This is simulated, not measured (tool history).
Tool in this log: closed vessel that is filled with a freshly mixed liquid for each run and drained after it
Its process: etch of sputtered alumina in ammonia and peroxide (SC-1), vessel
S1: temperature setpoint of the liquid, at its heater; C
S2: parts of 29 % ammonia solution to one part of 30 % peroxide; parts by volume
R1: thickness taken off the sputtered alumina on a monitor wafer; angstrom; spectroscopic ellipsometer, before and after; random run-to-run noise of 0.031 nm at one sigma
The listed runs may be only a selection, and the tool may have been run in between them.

Run 1, hour 0.0: S1 49.0 C, S2 0.65 parts by volume, time in the liquid (s) 135. Result: R1 73.803 angstrom.
Run 2, hour 1.1: S1 49.0 C, S2 0.85 parts by volume, time in the liquid (s) 135. Result: R1 76.004 angstrom.
Run 3, hour 3.9: S1 49.0 C, S2 0.75 parts by volume, time in the liquid (s) 135. Result: R1 74.595 angstrom.
Run 4, hour 9.9: S1 53.0 C, S2 0.75 parts by volume, time in the liquid (s) 135. Result: R1 93.247 angstrom.
Run 5, hour 18.8: S1 53.0 C, S2 0.55 parts by volume, time in the liquid (s) 135. Result: R1 91.525 angstrom.
Run 6, hour 19.6: S1 51.0 C, S2 0.55 parts by volume, time in the liquid (s) 135. Result: R1 80.763 angstrom.
Run 7, hour 20.5: S1 49.5 C, S2 0.55 parts by volume, time in the liquid (s) 135. Result: R1 73.939 angstrom.
Run 8, hour 25.0: S1 48.0 C, S2 0.55 parts by volume, time in the liquid (s) 135. Result: R1 69.275 angstrom.
Run 9, hour 33.8: S1 46.5 C, S2 0.55 parts by volume, time in the liquid (s) 135. Result: R1 63.174 angstrom.
Run 10, hour 35.6: S1 45.5 C, S2 0.55 parts by volume, time in the liquid (s) 135. Result: R1 59.589 angstrom.
Run 11, hour 39.8: S1 44.5 C, S2 0.55 parts by volume, time in the liquid (s) 135. Result: R1 57.269 angstrom.
Run 12, hour 45.2: S1 43.5 C, S2 0.55 parts by volume, time in the liquid (s) 135. Result: R1 53.708 angstrom.
Run 13, hour 53.1: S1 43.0 C, S2 0.55 parts by volume, time in the liquid (s) 135. Result: R1 51.858 angstrom.
Run 14, hour 60.2: S1 42.5 C, S2 0.55 parts by volume, time in the liquid (s) 135. Result: R1 49.230 angstrom.
Run 15, hour 65.6: S1 42.0 C, S2 0.55 parts by volume, time in the liquid (s) 135. Result: R1 48.285 angstrom.
Run 16, hour 68.5: S1 41.5 C, S2 0.55 parts by volume, time in the liquid (s) 135. Result: R1 46.692 angstrom.
Run 17, hour 75.7: S1 41.5 C, S2 0.55 parts by volume, time in the liquid (s) 135. Result: R1 46.919 angstrom.

Forecast run 18:
Run 18, hour 81.4: S1 41.0 C, S2 0.55 parts by volume, time in the liquid (s) 135. Result: R1 ?.

R1: 45.863 angstrom
